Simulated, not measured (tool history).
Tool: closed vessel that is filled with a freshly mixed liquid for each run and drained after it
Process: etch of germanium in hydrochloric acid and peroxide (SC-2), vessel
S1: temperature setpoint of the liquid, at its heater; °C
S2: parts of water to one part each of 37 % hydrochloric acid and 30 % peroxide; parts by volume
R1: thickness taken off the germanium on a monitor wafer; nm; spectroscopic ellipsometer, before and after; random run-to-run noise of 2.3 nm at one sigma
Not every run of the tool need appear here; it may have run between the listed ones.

{"run": 1, "hour": 0.0, "S1": 56.0, "S2": 5.5, "time in the liquid (s)": 100, "R1": 276.92}
{"run": 2, "hour": 5.3, "S1": 61.0, "S2": 5.5, "time in the liquid (s)": 100, "R1": 323.52}
{"run": 3, "hour": 11.6, "S1": 58.0, "S2": 5.5, "time in the liquid (s)": 100, "R1": 288.62}
{"run": 4, "hour": 20.3, "S1": 64.5, "S2": 5.5, "time in the liquid (s)": 100, "R1": 357.71}
{"run": 5, "hour": 29.1, "S1": 64.5, "S2": 5.5, "time in the liquid (s)": 105, "R1": 369.66}
{"run": 6, "hour": 32.2, "S1": 58.0, "S2": 5.5, "time in the liquid (s)": 105, "R1": 306.49}
{"run": 7, "hour": 38.7, "S1": 55.5, "S2": 5.5, "time in the liquid (s)": 105, "R1": 284.06}

Predict the results of run 8:
{"run": 8, "hour": 41.2, "S1": 55.5, "S2": 5.5, "time in the liquid (s)": 105, "R1": "?"}

{"run 8": {"R1": 279.9}}
